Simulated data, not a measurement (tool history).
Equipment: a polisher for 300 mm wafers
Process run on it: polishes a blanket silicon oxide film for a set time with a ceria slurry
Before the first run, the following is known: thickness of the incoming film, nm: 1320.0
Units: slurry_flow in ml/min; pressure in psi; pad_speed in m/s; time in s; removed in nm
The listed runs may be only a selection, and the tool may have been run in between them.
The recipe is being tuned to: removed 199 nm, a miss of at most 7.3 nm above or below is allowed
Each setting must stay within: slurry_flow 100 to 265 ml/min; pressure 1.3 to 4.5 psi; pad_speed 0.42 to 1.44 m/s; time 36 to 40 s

run  hour  slurry_flow  pressure  pad_speed  time  removed
  1     0          170       2.9       0.92    40   161.39
  2   7.1          170         3       0.92    40   168.14
  3  12.1          205         3       0.92    40   172.85
  4  15.6          205         3       0.92    40    169.6
  5  24.2          205       2.5       0.92    40   144.03
  6  26.5          205       2.5       0.92    40   144.46
  7  30.1          205       2.6       0.92    40   149.65
  8  37.8          205       2.7       0.92    40   153.34
  9  44.1          205       2.8       0.92    40   162.12
 10  49.3          205       2.9       0.92    40   166.44

4 next moves are on the table. One of them brings every result within its allowed miss. Which?
  A  54.5          205         3       0.84    36        ?
  B  54.5          180       2.4          1    37        ?
  C  54.5          195       3.2       1.02    40        ?
  D  54.5          205       2.9       0.84    40        ?

move  removed
   A   140.64
   B   135.85
   C   199.73
   D   151.21
A: moves away from the targets compared with the last run
B: moves away from the targets compared with the last run
C: in spec on every target
D: moves away from the targets compared with the last run
C is the move that brings every result within its allowed miss.

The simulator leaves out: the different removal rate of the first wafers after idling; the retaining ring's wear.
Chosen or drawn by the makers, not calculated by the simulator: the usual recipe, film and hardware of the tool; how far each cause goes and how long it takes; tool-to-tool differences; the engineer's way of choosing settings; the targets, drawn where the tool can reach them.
